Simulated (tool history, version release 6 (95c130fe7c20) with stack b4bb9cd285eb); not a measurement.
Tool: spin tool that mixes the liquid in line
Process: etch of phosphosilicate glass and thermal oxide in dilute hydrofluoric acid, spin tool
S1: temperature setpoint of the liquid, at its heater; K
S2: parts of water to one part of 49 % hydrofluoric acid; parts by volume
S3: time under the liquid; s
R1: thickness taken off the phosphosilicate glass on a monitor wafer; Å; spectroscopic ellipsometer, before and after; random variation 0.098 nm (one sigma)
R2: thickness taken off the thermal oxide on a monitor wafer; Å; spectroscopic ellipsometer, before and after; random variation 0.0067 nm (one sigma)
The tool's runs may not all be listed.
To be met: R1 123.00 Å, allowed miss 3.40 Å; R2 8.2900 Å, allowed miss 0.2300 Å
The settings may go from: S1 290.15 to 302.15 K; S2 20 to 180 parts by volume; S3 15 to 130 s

run  hour      S1   S2  S3      R1       R2
  1   0.0  294.15  100  65  377.98  24.9310
  2   7.5  294.15   85  65  446.96  30.6280
  3  16.2  294.15   55  65  722.98  48.5470
  4  23.8  294.15   85  65  447.69  30.2780
  5  27.2  292.65   85  65  422.17  28.6180
  6  30.7  292.15  110  65  310.05  21.0000
  7  34.1  291.65  130  65  255.74  17.2420
  8  39.5  291.15  145  60  202.25  13.6530
     41.5  -- thermometer replaced
  9  41.5  290.65  155  60  193.82  13.1000
 10  43.0  290.65  160  55  173.85  11.6080
 11  45.4  290.65  165  50  153.77  10.2650
 12  48.1  290.65  170  50  145.92   9.7603
 13  50.9  290.65  175  50  141.88   9.6397

5 next moves are on the table. One of them brings every result within its allowed miss. Which?
  A  53.7  292.15  160  40   ?   ?
  B  53.7  290.15  150  40   ?   ?
  C  53.7  293.65  180  40   ?   ?
  D  53.7  290.15  135  35   ?   ?
  E  53.7  290.15  180  50   ?   ?

move      R1      R2
   A  134.50  9.0325
   B  133.62  8.9736
   C  124.30  8.3476
   D  131.83  8.8534
   E  135.27  9.0843
A: nearer than the last run, and not there yet
B: nearer than the last run, and not there yet
C: meets every target
D: nearer than the last run, and not there yet
E: nearer than the last run, and not there yet
Answer: C
